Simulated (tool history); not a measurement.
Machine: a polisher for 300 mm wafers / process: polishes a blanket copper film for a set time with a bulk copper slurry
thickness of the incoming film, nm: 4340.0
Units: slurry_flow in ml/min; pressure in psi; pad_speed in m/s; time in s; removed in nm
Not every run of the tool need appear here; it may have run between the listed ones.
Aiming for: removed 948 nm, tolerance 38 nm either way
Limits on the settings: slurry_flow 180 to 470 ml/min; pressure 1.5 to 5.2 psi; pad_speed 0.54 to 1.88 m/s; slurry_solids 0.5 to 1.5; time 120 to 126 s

run  hour  slurry_flow  pressure  pad_speed  slurry_solids  time  removed
  1     0          300       3.3        1.2              1   120     1534
  2   3.8          300       3.3        1.2              1   126   1641.6
  3   9.1          300       2.8        1.2              1   126   1401.7
  4  18.1          300       2.5        1.2              1   126   1239.5
  5  22.3          300       2.5        1.2           1.15   126   1285.9
  6    30          300       2.5       1.04           1.15   126   1096.9
  7  36.4          300       2.4       1.04           1.15   126   1054.7
  8  43.6          300       2.3       1.04           1.15   126   1015.5

Which one of the following 4 next-run settings gets every result inside its allowed miss? There is exactly one.
  A  50.8          230       2.2       1.16           1.05   125        ?
  B  50.8          335       2.3        1.2            1.1   126        ?
  C  50.8          250       2.1        1.1              1   125        ?
  D  50.8          395       2.3       1.06            1.3   126        ?

move  removed
   A   1057.9
   B   1182.1
   C   959.76
   D   1082.7
A: lands further from the targets than the last run did
B: lands further from the targets than the last run did
C: every result lands within tolerance
D: lands further from the targets than the last run did
The right move is C.
